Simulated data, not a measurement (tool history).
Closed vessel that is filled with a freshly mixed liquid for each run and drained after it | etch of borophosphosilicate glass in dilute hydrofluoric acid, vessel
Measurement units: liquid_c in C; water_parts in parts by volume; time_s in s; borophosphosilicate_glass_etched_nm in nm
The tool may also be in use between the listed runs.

| run | hour | liquid_c | water_parts | time_s | borophosphosilicate_glass_etched_nm |
|---|---|---|---|---|---|
| 1 | 0.0 | 25.0 | 145 | 30 | 14.163 |
| 2 | 2.8 | 23.5 | 145 | 30 | 13.272 |
| 3 | 10.3 | 23.5 | 145 | 30 | 13.144 |
| 4 | 19.2 | 25.5 | 130 | 30 | 16.088 |
| 5 | 24.9 | 25.5 | 130 | 30 | 16.170 |
| 6 | 27.3 | 27.0 | 115 | 30 | 19.929 |

Predict the results of run 7:
| 7 | 31.2 | 28.5 | 105 | 30 | ? |

borophosphosilicate_glass_etched_nm: 22.819 nm

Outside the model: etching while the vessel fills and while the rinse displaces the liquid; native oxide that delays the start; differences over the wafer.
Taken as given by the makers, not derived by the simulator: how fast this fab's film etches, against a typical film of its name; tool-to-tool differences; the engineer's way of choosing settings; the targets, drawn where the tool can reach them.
